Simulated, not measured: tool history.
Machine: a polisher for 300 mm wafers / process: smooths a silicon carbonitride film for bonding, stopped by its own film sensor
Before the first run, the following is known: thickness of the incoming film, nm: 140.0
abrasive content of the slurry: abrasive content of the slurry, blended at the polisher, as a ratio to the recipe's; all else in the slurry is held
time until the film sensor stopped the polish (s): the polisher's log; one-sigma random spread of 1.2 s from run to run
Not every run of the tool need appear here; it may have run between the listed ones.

run,day,flow of slurry (ml/min),pressure of the wafer on the pad (psi),speed of the pad under the wafer (m/s),abrasive content of the slurry,target thickness at which the film sensor stops the polish (Å),time until the film sensor stopped the polish (s)
1,0.000,225,2.2,1.10,1.0,1080,99.500
2,0.062,225,2.3,1.10,1.0,1080,95.492
3,0.404,225,2.5,1.12,1.0,1080,90.526
4,0.567,255,2.5,1.12,1.0,1080,84.114
5,0.908,255,2.5,1.12,1.0,1080,85.778
6,1.167,230,2.5,1.12,1.0,1080,86.266
7,1.275,230,2.6,1.12,1.0,1080,85.919

Expected results for the next run?
8,1.617,235,2.6,1.12,1.0,1080,?

{"run 8": {"time until the film sensor stopped the polish (s)": 85.453}}
